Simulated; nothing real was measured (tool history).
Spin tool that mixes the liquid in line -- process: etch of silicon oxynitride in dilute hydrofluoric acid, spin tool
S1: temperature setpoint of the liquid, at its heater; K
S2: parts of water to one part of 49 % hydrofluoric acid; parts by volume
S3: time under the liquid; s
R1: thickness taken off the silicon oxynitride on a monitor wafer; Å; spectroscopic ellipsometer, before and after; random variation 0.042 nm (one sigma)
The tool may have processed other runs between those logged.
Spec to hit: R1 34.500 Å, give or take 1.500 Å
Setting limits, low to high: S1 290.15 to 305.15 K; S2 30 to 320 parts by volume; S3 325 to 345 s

run,hour,S1,S2,S3,R1
1,0.0,297.15,175,325,53.597
2,6.7,295.65,180,325,48.419
3,10.8,294.15,180,325,44.047
4,14.5,297.15,180,325,51.192
5,22.5,297.15,125,325,77.674
6,29.3,295.65,145,325,61.189
7,35.2,294.15,155,325,53.752
8,40.1,294.15,155,325,53.015
9,46.8,293.15,165,325,47.216

Next run, 4 choices. One meets every target within its allowed miss, the rest don't. Which?
A,53.5,291.15,200,325,?
B,53.5,294.65,170,345,?
C,53.5,293.65,140,345,?
D,53.5,297.15,155,345,?

move,R1
A,35.045
B,52.610
C,62.258
D,65.480
A: each result inside its tolerance
B: its largest miss is bigger than the last run's
C: its largest miss is bigger than the last run's
D: its largest miss is bigger than the last run's
So the answer is move A, the one that meets all the targets.
